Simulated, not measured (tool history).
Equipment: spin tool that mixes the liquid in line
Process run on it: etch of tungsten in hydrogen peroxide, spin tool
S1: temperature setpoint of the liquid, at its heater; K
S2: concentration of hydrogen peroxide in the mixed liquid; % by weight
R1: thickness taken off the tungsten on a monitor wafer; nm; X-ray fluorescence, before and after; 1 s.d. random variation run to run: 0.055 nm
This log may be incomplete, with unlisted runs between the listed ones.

run 1 hour=0.0 | S1=316.15 S2=19 time_under_the_liquid_(s)=15 | R1=9.5440
run 2 hour=5.6 | S1=312.65 S2=19 time_under_the_liquid_(s)=15 | R1=7.5789
run 3 hour=11.9 | S1=314.15 S2=19 time_under_the_liquid_(s)=15 | R1=8.3365
run 4 hour=15.8 | S1=315.15 S2=19 time_under_the_liquid_(s)=15 | R1=8.9425
run 5 hour=20.5 | S1=316.15 S2=19 time_under_the_liquid_(s)=15 | R1=9.5415
run 6 hour=22.7 | S1=311.65 S2=19 time_under_the_liquid_(s)=15 | R1=7.1123

Forecast run 7:
-- hour=24.6 thermometer replaced
run 7 hour=24.6 | S1=313.15 S2=19 time_under_the_liquid_(s)=15 | R1=?

Logged for run 7: R1 7.1739 nm.
